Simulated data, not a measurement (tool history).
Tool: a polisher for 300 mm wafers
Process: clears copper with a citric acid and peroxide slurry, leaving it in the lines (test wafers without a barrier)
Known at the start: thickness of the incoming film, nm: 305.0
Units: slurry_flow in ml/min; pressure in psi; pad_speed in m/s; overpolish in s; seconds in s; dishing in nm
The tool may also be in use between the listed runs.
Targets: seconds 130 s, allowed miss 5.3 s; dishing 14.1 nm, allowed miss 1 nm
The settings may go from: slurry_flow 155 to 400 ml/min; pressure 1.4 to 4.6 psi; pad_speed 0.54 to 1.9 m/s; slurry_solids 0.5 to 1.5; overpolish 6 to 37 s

| run | hour | slurry_flow | pressure | pad_speed | slurry_solids | overpolish | seconds | dishing |
|---|---|---|---|---|---|---|---|---|
| 1 | 0 | 255 | 3 | 1.22 | 1 | 19 | 117.05 | 24.96 |
| 2 | 4.1 | 255 | 2.9 | 1.24 | 1 | 17 | 117.95 | 22.653 |
| 3 | 12.7 | 255 | 2.2 | 1.24 | 1 | 17 | 153.55 | 19.849 |
| 4 | 17.5 | 255 | 2.2 | 1.26 | 1 | 15 | 155.26 | 18.44 |
| 5 | 23.1 | 255 | 2.3 | 1.28 | 1 | 14 | 143.06 | 18.107 |
| 6 | 25 | 255 | 2.3 | 1.28 | 1 | 13 | 139.65 | 17.365 |
| 7 | 31.3 | 255 | 2.3 | 1.28 | 1 | 12 | 144.06 | 15.941 |
| 8 | 37.7 | 255 | 2.3 | 1.28 | 1 | 12 | 141.06 | 16.005 |
| 9 | 43.3 | 255 | 2.4 | 1.28 | 1 | 10 | 136.54 | 14.574 |

4 next moves are on the table. One of them brings every result within its allowed miss. Which?
| A | 48.9 | 235 | 3.2 | 1.1 | 1.1 | 11 | ? | ? |
| B | 48.9 | 245 | 2.5 | 1.32 | 0.95 | 9 | ? | ? |
| C | 48.9 | 260 | 2.9 | 1.22 | 1.05 | 11 | ? | ? |
| D | 48.9 | 215 | 2.5 | 1.18 | 1 | 12 | ? | ? |

| move | seconds | dishing |
|---|---|---|
| A | 117.75 | 18.072 |
| B | 129.22 | 14.423 |
| C | 117.09 | 18.082 |
| D | 144.67 | 16.457 |
A: takes the result that was furthest off past its target
B: meets every target
C: takes the result that was furthest off past its target
D: further off than the last run
Move B is the one to make.
